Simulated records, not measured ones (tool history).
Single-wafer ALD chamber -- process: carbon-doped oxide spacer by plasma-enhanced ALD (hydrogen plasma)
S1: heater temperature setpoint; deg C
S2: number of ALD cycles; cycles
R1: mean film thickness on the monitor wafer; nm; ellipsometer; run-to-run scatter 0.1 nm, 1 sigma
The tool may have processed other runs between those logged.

run 1 hour=0 | S1=405 S2=512 | R1=25.051
run 2 hour=4.7 | S1=397 S2=512 | R1=25.27
run 3 hour=13.6 | S1=406 S2=512 | R1=25.012
run 4 hour=19.5 | S1=407 S2=485 | R1=23.836
run 5 hour=28.1 | S1=407 S2=538 | R1=26.095
run 6 hour=29.8 | S1=407 S2=568 | R1=27.808
run 7 hour=31.8 | S1=408 S2=524 | R1=25.6
run 8 hour=40.9 | S1=408 S2=491 | R1=23.804
run 9 hour=50.8 | S1=409 S2=473 | R1=22.797

Expected results for the next run?
run 10 hour=53.1 | S1=411 S2=463 | R1=?

R1: 22.383 nm

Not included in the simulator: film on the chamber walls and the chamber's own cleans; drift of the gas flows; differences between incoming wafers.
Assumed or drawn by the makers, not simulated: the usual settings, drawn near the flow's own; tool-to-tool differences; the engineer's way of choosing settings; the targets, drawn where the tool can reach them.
